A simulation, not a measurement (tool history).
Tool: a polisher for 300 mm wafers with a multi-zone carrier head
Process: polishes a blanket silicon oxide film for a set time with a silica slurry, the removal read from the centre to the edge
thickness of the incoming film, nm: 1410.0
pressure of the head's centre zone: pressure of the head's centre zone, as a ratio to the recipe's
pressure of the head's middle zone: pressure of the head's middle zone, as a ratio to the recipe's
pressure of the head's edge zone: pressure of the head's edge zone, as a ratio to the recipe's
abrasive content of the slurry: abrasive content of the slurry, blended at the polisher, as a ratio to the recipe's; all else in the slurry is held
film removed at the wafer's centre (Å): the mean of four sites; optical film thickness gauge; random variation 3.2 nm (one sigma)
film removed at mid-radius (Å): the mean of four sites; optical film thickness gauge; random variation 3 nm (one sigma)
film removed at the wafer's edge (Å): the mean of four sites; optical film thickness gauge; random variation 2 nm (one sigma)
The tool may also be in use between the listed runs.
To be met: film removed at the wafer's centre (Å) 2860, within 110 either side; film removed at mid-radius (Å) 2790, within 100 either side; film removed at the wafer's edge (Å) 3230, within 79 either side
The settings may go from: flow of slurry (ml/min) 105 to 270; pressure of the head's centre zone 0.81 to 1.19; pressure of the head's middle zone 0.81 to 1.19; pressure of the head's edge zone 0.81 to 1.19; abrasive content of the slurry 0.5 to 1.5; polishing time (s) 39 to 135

run,hour,flow of slurry (ml/min),pressure of the head's centre zone,pressure of the head's middle zone,pressure of the head's edge zone,abrasive content of the slurry,polishing time (s),film removed at the wafer's centre (Å),film removed at mid-radius (Å),film removed at the wafer's edge (Å)
1,0,175,1,1,1,1,87,2631.4,2791.3,2926.4
2,6.6,185,1.01,0.98,1.03,1,87,2744.9,2786.2,3017.2
3,12.7,185,1.01,0.98,0.98,1,87,2726.2,2777.1,2988.5
4,14.2,185,1.01,0.98,0.98,1,67,2096.5,2126.7,2271.2
5,20.7,185,1.01,0.95,0.98,1,67,2136.2,2049.4,2270
# hour 24.5: edge zone pressure recalibrated
6,24.5,185,0.93,0.95,0.98,1,67,1909.3,2114.8,2167.4
7,27.2,175,0.98,0.98,1.04,1.15,67,2104.6,2210.9,2333.3
8,29.9,175,0.98,0.96,1.08,1.25,71,2333.5,2367.4,2614.8
9,30.7,225,1,0.97,1.18,1.5,72,2694.7,2711.5,3045.9

Of the 5 settings listed for the next run, only one would bring every result within its allowed miss of target. Which one?
A,31.5,230,0.95,0.9,1.19,1.5,69,?,?,?
B,31.5,155,1,0.92,1.13,1.4,84,?,?,?
C,31.5,245,0.91,0.93,1.19,1.4,76,?,?,?
D,31.5,235,1.03,0.97,1.12,1.45,68,?,?,?
E,31.5,245,1.12,1.01,1.15,1.45,69,?,?,?

move,film removed at the wafer's centre (Å),film removed at mid-radius (Å),film removed at the wafer's edge (Å)
A,2474,2511.7,2924.4
B,2873.4,2843.5,3219.4
C,2569,2796.7,3160.3
D,2622.9,2610.1,2762.8
E,2913.6,2753.3,2851.6
A: moves away from the targets compared with the last run
B: every result within its allowed miss
C: brings the result that was furthest off to its target, and leaves another outside
D: moves away from the targets compared with the last run
E: moves away from the targets compared with the last run
The move that meets every target is B.
